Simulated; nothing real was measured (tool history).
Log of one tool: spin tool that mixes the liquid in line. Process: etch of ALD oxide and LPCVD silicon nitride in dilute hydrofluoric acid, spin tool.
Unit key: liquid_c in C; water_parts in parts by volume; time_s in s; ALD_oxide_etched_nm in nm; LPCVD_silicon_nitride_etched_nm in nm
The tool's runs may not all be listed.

| run | hour | liquid_c | water_parts | time_s | ALD_oxide_etched_nm | LPCVD_silicon_nitride_etched_nm |
|---|---|---|---|---|---|---|
| 1 | 0 | 23 | 150 | 180 | 9.897 | 0.54563 |
| 2 | 3.1 | 23 | 150 | 220 | 12.273 | 0.68323 |
| 3 | 10.1 | 23 | 180 | 220 | 9.7607 | 0.56618 |
| 4 | 11.6 | 23 | 230 | 220 | 7.3023 | 0.4624 |
| 5 | 12.6 | 23 | 230 | 250 | 8.3145 | 0.61135 |
| 6 | 15.9 | 22 | 240 | 225 | 6.7949 | 0.42068 |
| 7 | 19.5 | 22 | 245 | 195 | 5.7156 | 0.33742 |
| 8 | 27 | 22 | 250 | 170 | 4.8549 | 0.31051 |

The next listed run, before its measurement:
| 9 | 29.2 | 21 | 255 | 160 | ? | ? |

{"run 9": {"ALD_oxide_etched_nm": 4.3585, "LPCVD_silicon_nitride_etched_nm": 0.28347}}
